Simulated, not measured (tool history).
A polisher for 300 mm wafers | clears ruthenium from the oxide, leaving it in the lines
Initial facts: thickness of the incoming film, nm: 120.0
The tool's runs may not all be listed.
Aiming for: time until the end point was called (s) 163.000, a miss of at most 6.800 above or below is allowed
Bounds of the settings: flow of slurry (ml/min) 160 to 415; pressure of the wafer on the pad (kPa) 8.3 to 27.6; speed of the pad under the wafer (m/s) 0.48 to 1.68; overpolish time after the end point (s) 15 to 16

run  hour  flow of slurry (ml/min)  pressure of the wafer on the pad (kPa)  speed of the pad under the wafer (m/s)  overpolish time after the end point (s)  time until the end point was called (s)
  1   0.0                      265                                    17.9                                    1.08                                       15                                   76.779
  2   5.1                      265                                    21.4                                    1.08                                       15                                   63.030
  3   5.7                      265                                    21.4                                    1.08                                       15                                   65.036
  4  12.0                      260                                    17.2                                    0.98                                       15                                   86.330
  5  17.2                      260                                    17.2                                    1.16                                       15                                   73.776
  6  21.4                      255                                    14.5                                    1.04                                       15                                   96.089
  7  29.2                      255                                    12.4                                    0.96                                       15                                  120.540
  8  32.7                      255                                     8.3                                    0.92                                       15                                  186.330
  9  39.2                      255                                     9.0                                    0.92                                       15                                  171.060

Which of these 4 next moves meets every target?
  A  45.7                      250                                     8.3                                    0.92                                       15                                        ?
  B  45.7                      235                                     8.3                                    0.94                                       16                                        ?
  C  45.7                      275                                    10.3                                    0.82                                       15                                        ?
  D  45.7                      230                                    13.1                                    0.74                                       15                                        ?

move  time until the end point was called (s)
   A                                  187.550
   B                                  185.140
   C                                  166.620
   D                                  147.860
A: lands further from the targets than the last run did
B: lands further from the targets than the last run did
C: each result inside its tolerance
D: pushes the last run's worst result past its target
Go with C: it meets all targets.
